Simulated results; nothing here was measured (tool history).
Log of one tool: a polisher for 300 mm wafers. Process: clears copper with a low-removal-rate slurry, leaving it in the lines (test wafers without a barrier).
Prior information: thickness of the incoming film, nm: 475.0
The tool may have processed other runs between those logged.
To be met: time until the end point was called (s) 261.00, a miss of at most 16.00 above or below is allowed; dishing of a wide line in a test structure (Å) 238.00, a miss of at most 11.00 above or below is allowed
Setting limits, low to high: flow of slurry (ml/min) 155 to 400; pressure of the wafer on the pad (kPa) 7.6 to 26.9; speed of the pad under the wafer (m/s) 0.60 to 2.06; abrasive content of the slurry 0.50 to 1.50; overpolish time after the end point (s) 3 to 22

run,hour,flow of slurry (ml/min),pressure of the wafer on the pad (kPa),speed of the pad under the wafer (m/s),abrasive content of the slurry,overpolish time after the end point (s),time until the end point was called (s),dishing of a wide line in a test structure (Å)
1,0.0,255,17.2,1.32,1.00,11,166.78,221.32
2,8.0,200,17.2,1.32,1.00,11,170.05,212.00
3,11.9,200,15.9,1.32,1.00,12,185.82,215.55
4,16.4,200,14.5,1.32,1.00,13,203.15,215.97
5,20.0,200,14.5,1.32,0.80,13,215.77,201.16
6,21.2,200,13.8,1.32,0.80,14,231.36,209.48
7,24.6,200,13.1,1.32,0.80,15,232.47,209.76
8,29.7,195,11.0,1.20,0.80,20,299.71,218.49
9,33.9,195,11.7,1.20,0.80,20,283.47,227.37

Below are 4 possible settings for the next run. Only one of them brings all results inside the allowed miss of their targets. Which is it?
A,38.1,230,11.0,1.58,0.75,15,?,?
B,38.1,175,15.9,1.00,0.85,19,?,?
C,38.1,155,11.7,1.14,0.70,20,?,?
D,38.1,200,13.1,1.26,0.80,16,?,?

move,time until the end point was called (s),dishing of a wide line in a test structure (Å)
A,229.24,218.41
B,255.24,248.93
C,322.00,209.05
D,243.51,220.90
A: takes the biggest miss from the last run beyond its target
B: all results land within tolerance of their targets
C: misses by more than the last run did
D: takes the biggest miss from the last run beyond its target
So the answer is move B, the one that meets all the targets.
